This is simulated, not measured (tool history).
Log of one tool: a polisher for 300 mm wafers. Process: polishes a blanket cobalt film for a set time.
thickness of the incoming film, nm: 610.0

run  hour  flow of slurry (ml/min)  pressure of the wafer on the pad (kPa)  speed of the pad under the wafer (m/s)  polishing time (s)  film removed (angstrom)
  1     0                      260                                      11                                    0.86                  82                   3081.9
  2   4.6                      260                                    10.3                                    0.86                  82                   2884.5
  3  11.3                      260                                    12.4                                    0.86                  82                   3371.4
  4    13                      260                                    13.8                                    0.86                  82                   3678.3
  5  18.2                      290                                    13.8                                    0.86                  82                   3743.8
  6  23.8                      290                                    13.8                                       1                  82                   4277.6
  7  29.8                      290                                    12.4                                    0.98                  82                   3801.4
  8  35.5                      285                                       9                                    0.92                  82                   2799.9

Expected results for the next run?
  9  40.5                      285                                     8.3                                    0.92                  82                        ?

{"run 9": {"film removed (angstrom)": 2564.1}}

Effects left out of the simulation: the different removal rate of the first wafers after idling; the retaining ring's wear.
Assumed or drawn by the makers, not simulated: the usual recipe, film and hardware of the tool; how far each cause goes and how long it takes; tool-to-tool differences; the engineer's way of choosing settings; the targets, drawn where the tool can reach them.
